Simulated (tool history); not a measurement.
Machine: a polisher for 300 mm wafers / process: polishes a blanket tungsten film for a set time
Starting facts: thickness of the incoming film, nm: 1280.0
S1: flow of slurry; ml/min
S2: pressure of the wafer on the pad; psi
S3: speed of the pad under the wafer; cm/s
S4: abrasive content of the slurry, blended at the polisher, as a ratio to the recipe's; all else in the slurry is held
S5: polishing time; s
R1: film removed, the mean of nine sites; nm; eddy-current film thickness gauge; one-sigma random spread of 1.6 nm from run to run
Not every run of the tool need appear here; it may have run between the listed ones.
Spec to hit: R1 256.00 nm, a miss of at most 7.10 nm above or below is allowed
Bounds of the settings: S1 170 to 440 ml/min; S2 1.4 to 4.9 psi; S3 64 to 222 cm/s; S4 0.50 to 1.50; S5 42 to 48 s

run	hour	S1	S2	S3	S4	S5	R1
1	0.0	280	3.1	142	1.00	48	212.71
2	2.0	280	3.1	142	0.85	48	201.77
3	3.9	280	3.2	142	0.85	48	207.64
4	8.8	215	3.2	142	0.85	48	201.84
5	17.7	215	3.2	128	0.85	48	182.85
6	19.9	215	3.2	146	0.85	48	208.19
7	24.6	220	3.3	146	0.85	48	216.60
8	27.5	225	3.3	146	0.85	48	213.41
9	28.9	230	3.4	146	0.85	48	222.28
10	29.7	235	3.4	146	0.85	48	222.83
# hour 30.6: worn pad replaced by a new one
11	30.6	240	3.4	146	0.85	48	238.77

Which one of the following 5 next-run settings gets every result inside its allowed miss? There is exactly one.
A	31.5	260	3.4	156	0.90	45	?
B	31.5	200	4.7	102	0.70	48	?
C	31.5	280	3.1	156	1.10	48	?
D	31.5	260	4.1	142	0.75	47	?
E	31.5	295	3.7	146	0.85	43	?

move	R1
A	244.15
B	217.08
C	251.79
D	267.23
E	236.85
A: gains on the last run, yet a result remains outside its allowed miss
B: misses by more than the last run did
C: in spec on every target
D: takes the biggest miss from the last run beyond its target
E: misses by more than the last run did
Go with C: it meets all targets.
